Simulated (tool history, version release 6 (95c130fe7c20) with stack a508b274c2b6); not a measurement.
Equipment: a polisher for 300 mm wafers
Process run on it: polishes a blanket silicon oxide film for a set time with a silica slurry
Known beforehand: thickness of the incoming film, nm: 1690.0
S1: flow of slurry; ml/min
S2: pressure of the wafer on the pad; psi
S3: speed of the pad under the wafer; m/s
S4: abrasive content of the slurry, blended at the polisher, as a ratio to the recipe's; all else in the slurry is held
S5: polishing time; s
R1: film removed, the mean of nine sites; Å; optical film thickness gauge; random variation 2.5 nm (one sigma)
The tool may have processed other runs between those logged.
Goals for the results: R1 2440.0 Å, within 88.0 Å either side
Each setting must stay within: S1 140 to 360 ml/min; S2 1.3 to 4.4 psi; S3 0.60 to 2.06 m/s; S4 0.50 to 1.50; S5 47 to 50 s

{"run": 1, "hour": 0.0, "S1": 230, "S2": 2.8, "S3": 1.32, "S4": 1.0, "S5": 47, "R1": 1264.8}
{"run": 2, "hour": 4.7, "S1": 230, "S2": 2.4, "S3": 1.32, "S4": 1.0, "S5": 47, "R1": 1109.1}
{"run": 3, "hour": 8.5, "S1": 260, "S2": 2.4, "S3": 1.32, "S4": 1.0, "S5": 47, "R1": 1095.8}
{"run": 4, "hour": 12.3, "S1": 260, "S2": 2.7, "S3": 1.34, "S4": 1.0, "S5": 47, "R1": 1270.0}
{"run": 5, "hour": 12.8, "S1": 260, "S2": 2.9, "S3": 1.34, "S4": 1.0, "S5": 47, "R1": 1348.6}
{"run": 6, "hour": 19.2, "S1": 260, "S2": 3.2, "S3": 1.34, "S4": 1.0, "S5": 47, "R1": 1488.1}
{"run": 7, "hour": 20.2, "S1": 260, "S2": 3.4, "S3": 1.36, "S4": 1.0, "S5": 47, "R1": 1541.0}
{"run": 8, "hour": 25.2, "S1": 265, "S2": 4.2, "S3": 1.72, "S4": 1.05, "S5": 47, "R1": 2287.5}

Consider the 4 candidate settings below. Which is the only one whose results all fall within their allowed miss of target?
{"run": "A", "hour": 30.2, "S1": 275, "S2": 4.4, "S3": 1.8, "S4": 1.0, "S5": 47, "R1": "?"}
{"run": "B", "hour": 30.2, "S1": 310, "S2": 3.7, "S3": 1.78, "S4": 0.85, "S5": 50, "R1": "?"}
{"run": "C", "hour": 30.2, "S1": 275, "S2": 3.9, "S3": 1.68, "S4": 1.05, "S5": 50, "R1": "?"}
{"run": "D", "hour": 30.2, "S1": 260, "S2": 4.2, "S3": 1.62, "S4": 1.0, "S5": 47, "R1": "?"}

move=A R1=2431.7
move=B R1=2112.3
move=C R1=2228.4
move=D R1=2129.9
A: meets every target
B: moves away from the targets compared with the last run
C: moves away from the targets compared with the last run
D: moves away from the targets compared with the last run
Answer: A

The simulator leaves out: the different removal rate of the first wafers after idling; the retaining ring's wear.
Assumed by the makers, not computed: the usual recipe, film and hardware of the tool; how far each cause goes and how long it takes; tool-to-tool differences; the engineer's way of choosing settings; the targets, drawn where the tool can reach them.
